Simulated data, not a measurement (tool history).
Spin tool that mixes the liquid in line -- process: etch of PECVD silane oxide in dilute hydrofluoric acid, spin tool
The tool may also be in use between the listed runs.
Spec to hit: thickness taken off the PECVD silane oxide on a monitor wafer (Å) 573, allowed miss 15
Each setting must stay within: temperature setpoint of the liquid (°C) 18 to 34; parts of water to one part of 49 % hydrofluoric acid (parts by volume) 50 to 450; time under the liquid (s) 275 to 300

| run | hour | temperature setpoint of the liquid (°C) | parts of water to one part of 49 % hydrofluoric acid (parts by volume) | time under the liquid (s) | thickness taken off the PECVD silane oxide on a monitor wafer (Å) |
|---|---|---|---|---|---|
| 1 | 0 | 26 | 250 | 275 | 176.84 |
| 2 | 5.9 | 26 | 250 | 275 | 179.33 |
| 3 | 7.2 | 28 | 195 | 275 | 260.79 |
| 4 | 14.3 | 28 | 195 | 275 | 259.02 |
| 5 | 17.5 | 29.5 | 160 | 275 | 349.34 |
| 6 | 26.3 | 31 | 145 | 275 | 414.4 |
| 7 | 33.6 | 32 | 135 | 275 | 468.36 |
| 8 | 35.4 | 32.5 | 130 | 275 | 500.17 |
| 9 | 36.3 | 33 | 130 | 275 | 506.68 |
| 10 | 44.7 | 33.5 | 125 | 275 | 544.84 |
| 11 | 47.9 | 34 | 125 | 275 | 554.73 |

4 candidate next runs follow, results not yet known. Just one meets every target within its allowed miss. Identify it.
| A | 51.1 | 33 | 130 | 295 | ? |
| B | 51.1 | 33 | 120 | 285 | ? |
| C | 51.1 | 34 | 135 | 285 | ? |
| D | 51.1 | 34 | 135 | 300 | ? |

| move | thickness taken off the PECVD silane oxide on a monitor wafer (Å) |
|---|---|
| A | 542.84 |
| B | 576.46 |
| C | 519.32 |
| D | 546.65 |
A: misses by more than the last run did
B: meets every target
C: misses by more than the last run did
D: misses by more than the last run did
Answer: B

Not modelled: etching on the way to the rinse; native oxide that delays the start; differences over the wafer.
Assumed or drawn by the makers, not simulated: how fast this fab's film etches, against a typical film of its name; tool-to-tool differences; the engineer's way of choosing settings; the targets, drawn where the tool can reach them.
